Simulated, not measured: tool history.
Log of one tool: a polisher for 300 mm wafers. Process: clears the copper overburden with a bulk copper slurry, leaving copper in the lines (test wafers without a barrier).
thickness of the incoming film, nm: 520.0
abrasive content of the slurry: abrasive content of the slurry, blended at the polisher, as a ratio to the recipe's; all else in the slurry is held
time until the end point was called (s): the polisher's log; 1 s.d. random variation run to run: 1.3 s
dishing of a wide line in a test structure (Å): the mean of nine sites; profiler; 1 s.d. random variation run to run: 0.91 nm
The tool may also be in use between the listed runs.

run,day,flow of slurry (ml/min),pressure of the wafer on the pad (kPa),speed of the pad under the wafer (m/s),abrasive content of the slurry,overpolish time after the end point (s),time until the end point was called (s),dishing of a wide line in a test structure (Å)
1,0,120,16.5,0.94,1,21,83.612,570.34
2,0.212,120,16.5,0.94,1,23,83.83,608.73
3,0.538,120,16.5,1.06,1,23,73.974,640.24
4,0.783,120,16.5,1.04,1,25,73.838,646.17
5,0.817,120,16.5,0.86,1,25,87.318,595.51
6,0.95,120,16.5,0.86,1,16,89.859,466.79

The next listed run, before its measurement:
7,1.05,105,18.6,0.82,1,26,?,?

For run 7 the tool returned time until the end point was called (s) 88.394, dishing of a wide line in a test structure (Å) 640.01.
